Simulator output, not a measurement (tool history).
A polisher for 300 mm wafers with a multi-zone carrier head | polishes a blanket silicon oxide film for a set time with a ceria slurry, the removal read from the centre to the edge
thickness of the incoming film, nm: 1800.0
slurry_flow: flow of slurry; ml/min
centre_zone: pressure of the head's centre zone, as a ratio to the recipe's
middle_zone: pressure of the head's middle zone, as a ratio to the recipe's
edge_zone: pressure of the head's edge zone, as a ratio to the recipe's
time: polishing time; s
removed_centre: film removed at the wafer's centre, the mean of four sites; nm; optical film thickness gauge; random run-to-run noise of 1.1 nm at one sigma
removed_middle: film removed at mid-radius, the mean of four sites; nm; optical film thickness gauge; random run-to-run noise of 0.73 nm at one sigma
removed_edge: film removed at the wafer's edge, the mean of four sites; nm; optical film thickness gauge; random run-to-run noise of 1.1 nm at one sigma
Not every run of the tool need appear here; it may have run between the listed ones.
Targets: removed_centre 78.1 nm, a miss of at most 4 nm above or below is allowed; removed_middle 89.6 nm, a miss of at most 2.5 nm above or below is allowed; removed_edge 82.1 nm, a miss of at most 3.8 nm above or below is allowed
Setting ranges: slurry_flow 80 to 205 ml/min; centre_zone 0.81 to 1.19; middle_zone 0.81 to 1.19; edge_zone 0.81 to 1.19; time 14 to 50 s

run  hour  slurry_flow  centre_zone  middle_zone  edge_zone  time  removed_centre  removed_middle  removed_edge
  1     0          135            1            1          1    32          120.13          123.23        119.83
  2   6.5          130         0.98            1       0.98    31          114.58           117.9        110.99
  3    12          125         0.96            1       0.98    30          102.14          110.04        107.09
  4  12.8          125         0.96         0.96       0.98    30           103.7          109.29        108.84
  5  16.1          120         0.95         0.96       0.96    29          98.184          103.92        100.84
  6  23.4          120         0.95         0.96        0.9    29          99.721          105.71        98.512
  7  31.9          100         0.85         0.94       0.83    24          69.722          80.518        77.451
  8  37.5          105         0.85         0.94       0.83    24          71.231          82.605        78.132
  9  38.3          110         0.85         0.94       0.83    24          71.724          83.224        77.641
 10  44.5          115         0.85         0.94       0.84    24          72.431           83.99        79.394
 11  46.8          120         0.85         0.94       0.84    24          74.476          84.305        80.503
 12  52.5          120         0.85         0.95       0.84    24          75.797          85.809         78.29
 13  54.9          120         0.85         0.95       0.85    24          72.512          85.559        78.606

Which single option among these 5 for the next run brings every result within its allowed miss of target? Just one does.
  A  57.3          165         0.84         0.94       0.84    24               ?               ?             ?
  B  57.3          130         0.81         0.94       0.89    23               ?               ?             ?
  C  57.3          110         0.81         1.01       0.89    22               ?               ?             ?
  D  57.3          185         0.84         0.89       0.87    23               ?               ?             ?
  E  57.3          120         0.86         1.01       0.84    22               ?               ?             ?

move  removed_centre  removed_middle  removed_edge
   A          78.395          90.782        83.643
   B          68.932           83.28        79.739
   C          63.307          81.611        74.303
   D          76.639          84.645        82.565
   E          68.759          83.197        73.373
A: meets every target
B: its largest miss is bigger than the last run's
C: its largest miss is bigger than the last run's
D: its largest miss is bigger than the last run's
E: its largest miss is bigger than the last run's
A meets every target.

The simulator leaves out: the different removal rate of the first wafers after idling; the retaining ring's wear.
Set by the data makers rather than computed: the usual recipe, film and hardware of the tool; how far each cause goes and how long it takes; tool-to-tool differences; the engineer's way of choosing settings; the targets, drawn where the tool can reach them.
